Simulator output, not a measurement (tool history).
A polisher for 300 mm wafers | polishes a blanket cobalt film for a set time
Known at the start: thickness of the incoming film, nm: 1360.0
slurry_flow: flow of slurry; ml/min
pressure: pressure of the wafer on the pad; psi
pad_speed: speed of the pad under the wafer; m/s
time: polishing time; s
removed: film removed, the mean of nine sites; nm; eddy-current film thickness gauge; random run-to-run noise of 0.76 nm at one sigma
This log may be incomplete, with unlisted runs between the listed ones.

run,hour,slurry_flow,pressure,pad_speed,time,removed
1,0,170,1.7,0.76,38,123.19
2,3.8,210,1.7,0.76,38,125.9
3,5.9,210,1.5,0.76,38,108.98
4,11.5,210,1.4,0.76,38,102.87
5,18.4,210,1.4,0.6,38,85.982
6,22.8,210,1.4,0.6,38,87.6

What will run 7 give?
7,29.6,210,1.3,0.6,38,?

{"run 7": {"removed": 82.539}}
